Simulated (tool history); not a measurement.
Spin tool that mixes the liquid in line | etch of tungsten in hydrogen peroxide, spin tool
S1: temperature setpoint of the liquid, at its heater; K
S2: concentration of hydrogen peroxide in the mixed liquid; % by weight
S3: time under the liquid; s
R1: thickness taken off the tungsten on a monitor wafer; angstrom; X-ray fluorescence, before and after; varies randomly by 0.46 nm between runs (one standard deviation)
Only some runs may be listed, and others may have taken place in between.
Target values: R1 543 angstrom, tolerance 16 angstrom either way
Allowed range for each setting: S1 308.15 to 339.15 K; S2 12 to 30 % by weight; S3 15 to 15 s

Run 1, day 0: S1 324.15 K, S2 21 % by weight, S3 15 s. Result: R1 249.6 angstrom.
Run 2, day 0.296: S1 328.15 K, S2 21 % by weight, S3 15 s. Result: R1 321.04 angstrom.
Run 3, day 0.458: S1 328.15 K, S2 16.5 % by weight, S3 15 s. Result: R1 283.87 angstrom.
Run 4, day 0.533: S1 328.15 K, S2 21 % by weight, S3 15 s. Result: R1 320.82 angstrom.
Run 5, day 0.742: S1 331.15 K, S2 21 % by weight, S3 15 s. Result: R1 382.81 angstrom.
Run 6, day 1.004: S1 333.15 K, S2 21 % by weight, S3 15 s. Result: R1 432.14 angstrom.
Run 7, day 1.1: S1 334.15 K, S2 21 % by weight, S3 15 s. Result: R1 458.83 angstrom.
Run 8, day 1.454: S1 335.15 K, S2 21 % by weight, S3 15 s. Result: R1 482.63 angstrom.
Run 9, day 1.583: S1 335.65 K, S2 21 % by weight, S3 15 s. Result: R1 497.59 angstrom.
Run 10, day 1.612: S1 335.65 K, S2 21 % by weight, S3 15 s. Result: R1 491.97 angstrom.
Run 11, day 1.654: S1 336.15 K, S2 21 % by weight, S3 15 s. Result: R1 511.88 angstrom.

Which of these 4 next moves meets every target?
Run A, day 1.696: S1 334.65 K, S2 22 % by weight, S3 15 s. Result: R1 ?.
Run B, day 1.696: S1 336.15 K, S2 20.5 % by weight, S3 15 s. Result: R1 ?.
Run C, day 1.696: S1 338.15 K, S2 18.5 % by weight, S3 15 s. Result: R1 ?.
Run D, day 1.696: S1 339.15 K, S2 19 % by weight, S3 15 s. Result: R1 ?.

move      R1
   A  482.16
   B  507.66
   C   540.8
   D  580.08
A: its largest miss is bigger than the last run's
B: its largest miss is bigger than the last run's
C: meets every target
D: the result that was furthest off in the last run now lies on the other side of its target
The right move is C.

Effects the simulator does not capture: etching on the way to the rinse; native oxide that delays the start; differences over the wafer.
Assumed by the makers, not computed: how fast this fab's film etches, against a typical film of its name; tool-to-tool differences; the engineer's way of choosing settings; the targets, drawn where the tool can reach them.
